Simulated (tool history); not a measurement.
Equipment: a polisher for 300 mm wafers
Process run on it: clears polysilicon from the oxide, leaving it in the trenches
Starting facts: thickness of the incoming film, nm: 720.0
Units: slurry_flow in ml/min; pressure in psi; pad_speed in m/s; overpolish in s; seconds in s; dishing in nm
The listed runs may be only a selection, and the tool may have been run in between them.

run  hour  slurry_flow  pressure  pad_speed  overpolish  seconds  dishing
  1     0          320       1.8       1.08          13   81.286    54.11
  2     6          320       1.8       1.32          13   69.039   56.248
  3  11.3          320       1.8       1.32           9   68.574   48.346
  4  15.5          320       1.8       1.32          10    68.87   50.308
  5  19.8          320       1.8       1.14          10   76.976   48.291
  6  28.8          320       1.9       1.14          11   72.223   51.317
  7  30.5          320       1.9       1.14          11    71.39   52.174
  8  38.1          320       1.9       1.14          12   74.778   53.671
  9  46.3          320         2       1.14          12   70.869   55.822

Run 10, settings as shown, results not yet in. Your forecast:
 10  50.5          320       2.2       1.14          15        ?        ?

Run 10 yielded seconds 62.625 s, dishing 61.876 nm.

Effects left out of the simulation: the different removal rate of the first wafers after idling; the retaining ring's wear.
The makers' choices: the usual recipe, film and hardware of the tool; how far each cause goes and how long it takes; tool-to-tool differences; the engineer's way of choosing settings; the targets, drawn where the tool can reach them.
